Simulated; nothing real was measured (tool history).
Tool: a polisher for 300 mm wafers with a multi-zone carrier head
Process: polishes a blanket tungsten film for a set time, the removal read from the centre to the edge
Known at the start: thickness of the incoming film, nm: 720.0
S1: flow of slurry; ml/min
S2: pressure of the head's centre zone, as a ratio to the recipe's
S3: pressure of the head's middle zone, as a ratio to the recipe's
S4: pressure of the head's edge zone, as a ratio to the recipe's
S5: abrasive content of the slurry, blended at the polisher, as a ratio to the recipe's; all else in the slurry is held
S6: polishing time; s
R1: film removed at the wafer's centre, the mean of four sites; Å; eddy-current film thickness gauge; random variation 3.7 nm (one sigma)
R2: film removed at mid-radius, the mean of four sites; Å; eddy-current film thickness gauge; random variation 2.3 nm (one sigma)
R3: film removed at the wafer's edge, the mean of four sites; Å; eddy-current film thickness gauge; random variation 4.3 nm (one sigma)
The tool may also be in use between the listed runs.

run,hour,S1,S2,S3,S4,S5,S6,R1,R2,R3
1,0,285,1,1,1,1,36,2194.4,2211.7,2262.5
2,2.1,290,1.01,1.02,1.02,1.05,37,2335.4,2375.6,2394.1
3,7.1,290,1.01,1.02,0.97,1.05,37,2322.7,2354.8,2366.2
4,11.7,250,1.01,1.02,0.97,1.05,37,2258.1,2335.9,2352.6
5,13.3,240,1.02,1.03,0.99,1.1,38,2400.4,2447.6,2382.2
6,15.1,240,1.02,1.03,0.95,1.1,38,2362.6,2429.9,2362.5
# hour 20: slurry nozzle cleaned
7,20,240,1.02,1.03,0.95,1.1,38,2486,2467.5,2395.1
8,25,255,1.01,1.03,0.97,1.15,39,2537.4,2649.8,2573.6
9,26.8,275,1.01,1.03,0.99,1.2,39,2609.2,2688.1,2635.9
10,31.2,295,1.01,1.03,1.01,1.25,40,2742.4,2784.8,2786.9
11,34.9,310,1.01,1.04,1.03,1.3,40,2757.8,2869.4,2887.7

The next listed run, before its measurement:
12,39.8,370,1.11,1.14,1.13,1.5,43,?,?,?

Run 12 gave R1 3488 Å, R2 3567.2 Å, R3 3366.3 Å.
